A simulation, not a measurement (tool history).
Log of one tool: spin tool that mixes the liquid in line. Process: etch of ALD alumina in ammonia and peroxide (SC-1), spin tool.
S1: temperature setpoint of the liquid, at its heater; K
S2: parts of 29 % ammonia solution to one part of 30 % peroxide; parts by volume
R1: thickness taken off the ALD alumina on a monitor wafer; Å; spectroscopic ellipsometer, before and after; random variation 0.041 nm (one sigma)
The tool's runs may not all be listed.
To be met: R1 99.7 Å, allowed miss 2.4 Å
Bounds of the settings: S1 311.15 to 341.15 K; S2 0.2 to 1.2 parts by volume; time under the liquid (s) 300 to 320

run 1 hour=0 | S1=325.15 S2=0.9 time_under_the_liquid_(s)=300 | R1=176.79
run 2 hour=6.1 | S1=324.15 S2=0.9 time_under_the_liquid_(s)=300 | R1=165.91
run 3 hour=14.7 | S1=324.15 S2=0.9 time_under_the_liquid_(s)=320 | R1=179.06
run 4 hour=15.5 | S1=324.15 S2=0.9 time_under_the_liquid_(s)=320 | R1=179.55
run 5 hour=23.6 | S1=324.15 S2=0.9 time_under_the_liquid_(s)=320 | R1=179.37
run 6 hour=25.4 | S1=323.15 S2=0.9 time_under_the_liquid_(s)=320 | R1=167.78
run 7 hour=26.7 | S1=322.15 S2=0.9 time_under_the_liquid_(s)=320 | R1=159.71
run 8 hour=29.7 | S1=321.15 S2=0.9 time_under_the_liquid_(s)=320 | R1=151.89
run 9 hour=32.3 | S1=320.15 S2=0.9 time_under_the_liquid_(s)=320 | R1=143.43
run 10 hour=39.5 | S1=312.15 S2=0.9 time_under_the_liquid_(s)=320 | R1=90.616

Which of these 4 next moves meets every target?
run A hour=46.7 | S1=313.15 S2=0.75 time_under_the_liquid_(s)=320 | R1=?
run B hour=46.7 | S1=311.65 S2=0.6 time_under_the_liquid_(s)=310 | R1=?
run C hour=46.7 | S1=311.15 S2=0.65 time_under_the_liquid_(s)=320 | R1=?
run D hour=46.7 | S1=313.65 S2=0.95 time_under_the_liquid_(s)=320 | R1=?

move=A R1=93.781
move=B R1=81.362
move=C R1=82.14
move=D R1=98.79
A: nearer than the last run, and not there yet
B: further off than the last run
C: further off than the last run
D: meets every target
Answer: D
